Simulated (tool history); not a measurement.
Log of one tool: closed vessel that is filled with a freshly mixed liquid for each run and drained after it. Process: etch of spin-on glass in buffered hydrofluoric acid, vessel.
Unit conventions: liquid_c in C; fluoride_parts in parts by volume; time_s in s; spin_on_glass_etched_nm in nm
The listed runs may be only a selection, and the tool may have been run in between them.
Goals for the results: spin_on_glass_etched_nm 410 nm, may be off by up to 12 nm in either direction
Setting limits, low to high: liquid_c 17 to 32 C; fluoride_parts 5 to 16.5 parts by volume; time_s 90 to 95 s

| run | hour | liquid_c | fluoride_parts | time_s | spin_on_glass_etched_nm |
|---|---|---|---|---|---|
| 1 | 0 | 24 | 10 | 90 | 290.54 |
| 2 | 7.4 | 22 | 10 | 90 | 260.04 |
| 3 | 9.4 | 22 | 8.5 | 90 | 293.12 |
| 4 | 10.1 | 22 | 8.5 | 90 | 299.43 |
| 5 | 14.3 | 22.5 | 8.5 | 90 | 303.08 |
| 6 | 16.3 | 23 | 8.5 | 90 | 309.66 |
| 7 | 24 | 23.5 | 8.5 | 90 | 316.98 |
| 8 | 29.1 | 24 | 8.5 | 90 | 325.12 |
| 9 | 32.4 | 24.5 | 8.5 | 90 | 336.98 |
|  | 37 | thermometer replaced |
| 10 | 37 | 25 | 8.5 | 90 | 308.46 |
| 11 | 45.4 | 25 | 8 | 90 | 331.8 |
| 12 | 47.8 | 25.5 | 8 | 90 | 342.01 |
| 13 | 49 | 26 | 8 | 90 | 345.28 |
| 14 | 50.7 | 26.5 | 8 | 90 | 361.36 |
| 15 | 52.7 | 27 | 8 | 90 | 368.33 |

Which single option among these 5 for the next run brings every result within its allowed miss of target? Just one does.
| A | 54.7 | 26.5 | 9.5 | 90 | ? |
| B | 54.7 | 26.5 | 7.5 | 95 | ? |
| C | 54.7 | 26 | 8.5 | 95 | ? |
| D | 54.7 | 26.5 | 10 | 95 | ? |
| E | 54.7 | 27.5 | 7 | 90 | ? |

| move | spin_on_glass_etched_nm |
|---|---|
| A | 304.33 |
| B | 404.86 |
| C | 344.22 |
| D | 311.03 |
| E | 435.84 |
A: moves away from the targets compared with the last run
B: hits every target within its allowed miss
C: moves away from the targets compared with the last run
D: moves away from the targets compared with the last run
E: takes the biggest miss from the last run beyond its target
B meets every target.
